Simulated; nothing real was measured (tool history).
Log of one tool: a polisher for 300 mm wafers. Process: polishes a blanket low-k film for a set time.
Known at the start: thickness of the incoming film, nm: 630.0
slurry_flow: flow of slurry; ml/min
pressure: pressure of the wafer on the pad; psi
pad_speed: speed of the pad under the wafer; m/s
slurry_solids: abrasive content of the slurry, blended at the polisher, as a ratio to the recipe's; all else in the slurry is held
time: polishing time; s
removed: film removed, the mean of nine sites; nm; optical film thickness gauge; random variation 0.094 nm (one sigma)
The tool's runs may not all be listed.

Run 1, hour 0.0: slurry_flow 175 ml/min, pressure 1.4 psi, pad_speed 0.94 m/s, slurry_solids 1.0, time 55 s. Result: removed 12.8680 nm.
Run 2, hour 3.0: slurry_flow 175 ml/min, pressure 1.3 psi, pad_speed 0.94 m/s, slurry_solids 1.0, time 55 s. Result: removed 12.1140 nm.
Run 3, hour 9.0: slurry_flow 175 ml/min, pressure 1.3 psi, pad_speed 0.74 m/s, slurry_solids 1.0, time 55 s. Result: removed 9.7859 nm.
Run 4, hour 10.7: slurry_flow 175 ml/min, pressure 1.3 psi, pad_speed 0.74 m/s, slurry_solids 1.2, time 55 s. Result: removed 11.0070 nm.
Run 5, hour 16.6: slurry_flow 175 ml/min, pressure 1.3 psi, pad_speed 0.74 m/s, slurry_solids 1.2, time 55 s. Result: removed 10.8780 nm.
Run 6, hour 22.7: slurry_flow 195 ml/min, pressure 1.3 psi, pad_speed 0.74 m/s, slurry_solids 1.2, time 55 s. Result: removed 11.1340 nm.
Run 7, hour 30.7: slurry_flow 195 ml/min, pressure 1.2 psi, pad_speed 0.74 m/s, slurry_solids 1.2, time 55 s. Result: removed 10.3270 nm.

The next listed run, before its measurement:
Run 8, hour 38.9: slurry_flow 195 ml/min, pressure 1.0 psi, pad_speed 0.74 m/s, slurry_solids 1.2, time 55 s. Result: removed ?.

Run 8 gave removed 8.8338 nm.

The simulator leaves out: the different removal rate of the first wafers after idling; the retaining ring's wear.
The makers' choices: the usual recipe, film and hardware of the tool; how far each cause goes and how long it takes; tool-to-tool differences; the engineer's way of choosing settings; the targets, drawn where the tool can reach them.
